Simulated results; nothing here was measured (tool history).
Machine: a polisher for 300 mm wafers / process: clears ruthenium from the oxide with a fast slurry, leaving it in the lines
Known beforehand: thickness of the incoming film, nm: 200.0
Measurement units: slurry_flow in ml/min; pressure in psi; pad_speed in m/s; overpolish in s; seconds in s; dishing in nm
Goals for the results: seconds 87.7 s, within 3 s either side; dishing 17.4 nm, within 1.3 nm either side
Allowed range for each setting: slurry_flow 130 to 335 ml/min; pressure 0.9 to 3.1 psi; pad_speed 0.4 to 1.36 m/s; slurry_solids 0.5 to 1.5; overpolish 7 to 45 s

Run 1, hour 0: slurry_flow 215 ml/min, pressure 2 psi, pad_speed 0.88 m/s, slurry_solids 1, overpolish 23 s. Result: seconds 68.642 s, dishing 46.854 nm.
Run 2, hour 5.5: slurry_flow 215 ml/min, pressure 1.7 psi, pad_speed 0.88 m/s, slurry_solids 1, overpolish 23 s. Result: seconds 81.098 s, dishing 40.986 nm.
Run 3, hour 9.3: slurry_flow 215 ml/min, pressure 1.7 psi, pad_speed 0.98 m/s, slurry_solids 1, overpolish 23 s. Result: seconds 72.27 s, dishing 45.906 nm.
Run 4, hour 14.3: slurry_flow 215 ml/min, pressure 1.2 psi, pad_speed 0.98 m/s, slurry_solids 1, overpolish 23 s. Result: seconds 102 s, dishing 34.152 nm.
Run 5, hour 21: slurry_flow 215 ml/min, pressure 1 psi, pad_speed 0.98 m/s, slurry_solids 1, overpolish 23 s. Result: seconds 121.35 s, dishing 30.88 nm.
Run 6, hour 24.3: slurry_flow 175 ml/min, pressure 1 psi, pad_speed 0.98 m/s, slurry_solids 1, overpolish 23 s. Result: seconds 126.93 s, dishing 28.997 nm.
Run 7, hour 31.5: slurry_flow 170 ml/min, pressure 1.1 psi, pad_speed 0.98 m/s, slurry_solids 1, overpolish 21 s. Result: seconds 113.36 s, dishing 28.207 nm.
At hour 39.2: worn pad replaced by a new one.
Run 8, hour 39.2: slurry_flow 165 ml/min, pressure 1.1 psi, pad_speed 0.98 m/s, slurry_solids 1, overpolish 19 s. Result: seconds 103.59 s, dishing 29.097 nm.
Run 9, hour 41.3: slurry_flow 225 ml/min, pressure 1.3 psi, pad_speed 0.98 m/s, slurry_solids 1, overpolish 8 s. Result: seconds 86.732 s, dishing 15.96 nm.

5 next moves are on the table. One of them brings every result within its allowed miss. Which?
Run A, hour 43.4: slurry_flow 220 ml/min, pressure 1.4 psi, pad_speed 0.88 m/s, slurry_solids 1.05, overpolish 7 s. Result: seconds ?, dishing ?.
Run B, hour 43.4: slurry_flow 260 ml/min, pressure 1.2 psi, pad_speed 1.02 m/s, slurry_solids 1, overpolish 8 s. Result: seconds ?, dishing ?.
Run C, hour 43.4: slurry_flow 200 ml/min, pressure 1.4 psi, pad_speed 0.9 m/s, slurry_solids 1.05, overpolish 9 s. Result: seconds ?, dishing ?.
Run D, hour 43.4: slurry_flow 230 ml/min, pressure 1.4 psi, pad_speed 0.94 m/s, slurry_solids 0.95, overpolish 11 s. Result: seconds ?, dishing ?.
Run E, hour 43.4: slurry_flow 135 ml/min, pressure 2 psi, pad_speed 0.92 m/s, slurry_solids 0.7, overpolish 10 s. Result: seconds ?, dishing ?.

move  seconds  dishing
   A   87.795   13.902
   B   88.854   15.569
   C   86.933    17.71
   D   86.691   21.306
   E   83.727   20.174
A: lands further from the targets than the last run did
B: lands further from the targets than the last run did
C: in spec on every target
D: pushes the last run's worst result past its target
E: pushes the last run's worst result past its target
C is the move that brings every result within its allowed miss.

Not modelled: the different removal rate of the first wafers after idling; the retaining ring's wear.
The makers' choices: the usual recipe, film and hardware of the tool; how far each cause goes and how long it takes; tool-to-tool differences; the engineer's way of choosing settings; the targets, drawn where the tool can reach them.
